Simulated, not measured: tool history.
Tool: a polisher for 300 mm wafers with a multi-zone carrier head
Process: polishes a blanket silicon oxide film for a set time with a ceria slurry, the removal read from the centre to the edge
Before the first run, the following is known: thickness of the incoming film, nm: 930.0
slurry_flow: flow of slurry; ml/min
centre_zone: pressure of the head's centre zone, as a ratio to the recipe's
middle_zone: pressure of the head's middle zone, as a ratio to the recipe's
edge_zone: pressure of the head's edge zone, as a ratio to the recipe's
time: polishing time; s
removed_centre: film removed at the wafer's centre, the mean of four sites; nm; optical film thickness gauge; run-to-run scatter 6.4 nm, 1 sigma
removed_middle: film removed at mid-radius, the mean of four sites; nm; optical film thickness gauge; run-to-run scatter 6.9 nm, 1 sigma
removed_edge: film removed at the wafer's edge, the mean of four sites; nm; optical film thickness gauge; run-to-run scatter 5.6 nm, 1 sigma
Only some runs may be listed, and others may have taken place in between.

| run | hour | slurry_flow | centre_zone | middle_zone | edge_zone | time | removed_centre | removed_middle | removed_edge |
|---|---|---|---|---|---|---|---|---|---|
| 1 | 0.0 | 295 | 1.00 | 1.00 | 1.00 | 48 | 398.22 | 385.74 | 384.16 |
| 2 | 7.5 | 295 | 1.01 | 0.98 | 1.02 | 51 | 423.11 | 389.90 | 414.18 |
| 3 | 14.6 | 295 | 1.01 | 0.98 | 1.09 | 51 | 426.30 | 407.88 | 426.73 |
| 4 | 16.5 | 295 | 1.01 | 0.98 | 1.09 | 42 | 350.53 | 326.53 | 351.78 |
| 5 | 21.5 | 295 | 1.01 | 0.98 | 1.09 | 36 | 302.25 | 278.24 | 301.32 |
| 6 | 27.9 | 300 | 1.03 | 0.97 | 1.10 | 40 | 330.53 | 307.05 | 339.29 |
| 7 | 30.5 | 300 | 1.03 | 0.97 | 1.10 | 40 | 338.32 | 312.54 | 335.89 |
| 8 | 37.6 | 300 | 1.05 | 0.95 | 1.11 | 44 | 379.56 | 330.18 | 371.64 |
| 9 | 43.0 | 305 | 1.06 | 0.94 | 1.12 | 47 | 407.61 | 354.92 | 404.14 |

Forecast run 10:
| 10 | 48.0 | 310 | 1.08 | 0.94 | 1.13 | 49 | ? | ? | ? |

Run 10 yielded removed_centre 427.16 nm, removed_middle 362.29 nm, removed_edge 417.26 nm.
